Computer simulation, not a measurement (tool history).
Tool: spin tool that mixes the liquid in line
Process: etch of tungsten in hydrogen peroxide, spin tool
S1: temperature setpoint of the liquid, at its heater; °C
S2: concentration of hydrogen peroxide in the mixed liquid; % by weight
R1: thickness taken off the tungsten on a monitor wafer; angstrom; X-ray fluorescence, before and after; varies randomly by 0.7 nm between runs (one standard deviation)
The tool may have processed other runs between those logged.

{"run": 1, "day": 0.0, "S1": 48.0, "S2": 16.0, "time under the liquid (s)": 100, "R1": 996.91}
{"run": 2, "day": 0.075, "S1": 48.0, "S2": 14.5, "time under the liquid (s)": 100, "R1": 943.14}
{"run": 3, "day": 0.212, "S1": 48.0, "S2": 18.0, "time under the liquid (s)": 100, "R1": 1056.0}
{"run": 4, "day": 0.292, "S1": 49.5, "S2": 18.0, "time under the liquid (s)": 100, "R1": 1160.3}
{"run": 5, "day": 0.333, "S1": 50.5, "S2": 18.0, "time under the liquid (s)": 100, "R1": 1229.0}
{"day": 0.471, "done": "peroxide flow meter replaced"}
{"run": 6, "day": 0.471, "S1": 50.5, "S2": 18.0, "time under the liquid (s)": 100, "R1": 1174.7}
{"run": 7, "day": 0.738, "S1": 51.5, "S2": 18.0, "time under the liquid (s)": 100, "R1": 1238.6}
{"run": 8, "day": 1.029, "S1": 52.0, "S2": 18.0, "time under the liquid (s)": 100, "R1": 1292.2}

Estimate the outcome of run 9 from the log above:
{"run": 9, "day": 1.112, "S1": 52.5, "S2": 18.0, "time under the liquid (s)": 100, "R1": "?"}

Run 9 yielded R1 1332.10 angstrom.
